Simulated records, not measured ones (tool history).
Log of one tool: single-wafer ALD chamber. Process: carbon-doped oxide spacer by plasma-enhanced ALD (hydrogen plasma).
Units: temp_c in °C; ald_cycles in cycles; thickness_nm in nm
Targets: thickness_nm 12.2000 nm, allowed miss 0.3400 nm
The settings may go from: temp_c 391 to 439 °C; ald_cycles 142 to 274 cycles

run  hour  temp_c  ald_cycles  thickness_nm
  1   0.0     415         208       10.1410
  2   7.9     414         212       10.3690
  3  14.9     421         212       10.1530
  4  24.3     414         212       10.3680
  5  26.7     414         189        9.2522
  6  30.4     422         189        9.0285
  7  33.8     421         196        9.3891
  8  42.5     420         202        9.6769
  9  47.6     419         207        9.9718
 10  53.5     419         207        9.9911
 11  54.4     418         212       10.2370
 12  60.6     418         212       10.2400
 13  63.0     417         216       10.4520
 14  66.2     416         220       10.6640

5 next moves are on the table. One of them brings every result within its allowed miss. Which?
  A  69.4     416         268             ?
  B  69.4     418         237             ?
  C  69.4     409         245             ?
  D  69.4     416         235             ?
  E  69.4     403         226             ?

move  thickness_nm
   A       13.0020
   B       11.4340
   C       12.1170
   D       11.4010
   E       11.3590
A: takes the result that was furthest off past its target
B: nearer than the last run, and not there yet
C: meets every target
D: nearer than the last run, and not there yet
E: nearer than the last run, and not there yet
Answer: C
